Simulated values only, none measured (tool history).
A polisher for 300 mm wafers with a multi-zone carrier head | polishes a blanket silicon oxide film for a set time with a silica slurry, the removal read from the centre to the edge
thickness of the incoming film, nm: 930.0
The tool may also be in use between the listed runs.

| run | day | flow of slurry (ml/min) | pressure of the head's centre zone | pressure of the head's middle zone | pressure of the head's edge zone | abrasive content of the slurry | polishing time (s) | film removed at the wafer's centre (nm) | film removed at mid-radius (nm) | film removed at the wafer's edge (nm) |
|---|---|---|---|---|---|---|---|---|---|---|
| 1 | 0 | 125 | 1 | 1 | 1 | 1 | 69 | 289.23 | 286.87 | 282.05 |
| 2 | 0.312 | 135 | 1.03 | 1.02 | 1.01 | 1.05 | 69 | 308.68 | 305 | 299.53 |
| 3 | 0.442 | 110 | 1.03 | 1.02 | 1.01 | 1.05 | 69 | 291.75 | 293.78 | 290.73 |
| 4 | 0.767 | 125 | 1.06 | 1.04 | 1 | 1.05 | 69 | 316.19 | 309.16 | 291.08 |
| 5 | 1.112 | 125 | 1.06 | 1.04 | 1.03 | 1.05 | 69 | 307.47 | 299.72 | 299.41 |
| 6 | 1.171 | 125 | 1.06 | 1.04 | 0.98 | 1.05 | 69 | 308.36 | 307 | 289.17 |
| 7 | 1.392 | 160 | 1.16 | 1.12 | 1.03 | 1.2 | 69 | 380.38 | 362.83 | 340.87 |
| 8 | 1.733 | 165 | 1.17 | 1.11 | 1.01 | 1.2 | 69 | 388.26 | 363.32 | 328.97 |

Forecast run 9:
| 9 | 2.05 | 170 | 1.17 | 1.11 | 1.01 | 1.2 | 69 | ? | ? | ? |

{"run 9": {"film removed at the wafer's centre (nm)": 393, "film removed at mid-radius (nm)": 368.23, "film removed at the wafer's edge (nm)": 328.28}}
